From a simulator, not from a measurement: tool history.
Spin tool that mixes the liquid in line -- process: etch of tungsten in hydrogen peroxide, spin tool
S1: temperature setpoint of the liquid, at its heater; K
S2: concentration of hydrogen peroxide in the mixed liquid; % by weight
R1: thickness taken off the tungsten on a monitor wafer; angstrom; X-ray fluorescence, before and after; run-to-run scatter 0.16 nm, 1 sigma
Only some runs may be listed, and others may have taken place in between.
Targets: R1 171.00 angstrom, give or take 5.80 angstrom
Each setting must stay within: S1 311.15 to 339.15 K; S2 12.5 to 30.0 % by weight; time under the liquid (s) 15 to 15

run 1 hour=0.0 | S1=327.15 S2=23.5 time_under_the_liquid_(s)=15 | R1=237.60
run 2 hour=4.9 | S1=327.15 S2=26.0 time_under_the_liquid_(s)=15 | R1=247.72
run 3 hour=7.6 | S1=327.15 S2=24.0 time_under_the_liquid_(s)=15 | R1=239.87
run 4 hour=13.0 | S1=327.15 S2=24.0 time_under_the_liquid_(s)=15 | R1=243.92
run 5 hour=15.5 | S1=327.15 S2=24.0 time_under_the_liquid_(s)=15 | R1=240.38
run 6 hour=23.3 | S1=332.65 S2=24.0 time_under_the_liquid_(s)=15 | R1=338.41
run 7 hour=29.7 | S1=331.15 S2=24.0 time_under_the_liquid_(s)=15 | R1=304.14
run 8 hour=32.7 | S1=330.15 S2=24.0 time_under_the_liquid_(s)=15 | R1=286.23
run 9 hour=37.2 | S1=329.15 S2=24.0 time_under_the_liquid_(s)=15 | R1=274.54
run 10 hour=39.7 | S1=328.15 S2=24.0 time_under_the_liquid_(s)=15 | R1=257.65
run 11 hour=47.5 | S1=327.15 S2=24.0 time_under_the_liquid_(s)=15 | R1=238.22
run 12 hour=56.0 | S1=326.65 S2=24.0 time_under_the_liquid_(s)=15 | R1=235.35
run 13 hour=60.3 | S1=326.15 S2=24.0 time_under_the_liquid_(s)=15 | R1=231.27
run 14 hour=66.2 | S1=326.15 S2=24.0 time_under_the_liquid_(s)=15 | R1=225.99
run 15 hour=74.9 | S1=325.65 S2=24.0 time_under_the_liquid_(s)=15 | R1=220.51
run 16 hour=75.5 | S1=325.15 S2=24.0 time_under_the_liquid_(s)=15 | R1=219.15
run 17 hour=79.6 | S1=324.65 S2=24.0 time_under_the_liquid_(s)=15 | R1=208.36
run 18 hour=81.3 | S1=324.15 S2=24.0 time_under_the_liquid_(s)=15 | R1=204.83
run 19 hour=83.1 | S1=324.15 S2=24.0 time_under_the_liquid_(s)=15 | R1=202.28
run 20 hour=90.9 | S1=320.65 S2=24.0 time_under_the_liquid_(s)=15 | R1=160.29

Which one of the following 4 next-run settings gets every result inside its allowed miss? There is exactly one.
run A hour=98.7 | S1=319.15 S2=23.0 time_under_the_liquid_(s)=15 | R1=?
run B hour=98.7 | S1=320.65 S2=26.0 time_under_the_liquid_(s)=15 | R1=?
run C hour=98.7 | S1=319.15 S2=26.0 time_under_the_liquid_(s)=15 | R1=?
run D hour=98.7 | S1=318.15 S2=27.5 time_under_the_liquid_(s)=15 | R1=?

move=A R1=143.77
move=B R1=167.86
move=C R1=152.86
move=D R1=147.63
A: its largest miss is bigger than the last run's
B: all results land within tolerance of their targets
C: its largest miss is bigger than the last run's
D: its largest miss is bigger than the last run's
The move that meets every target is B.
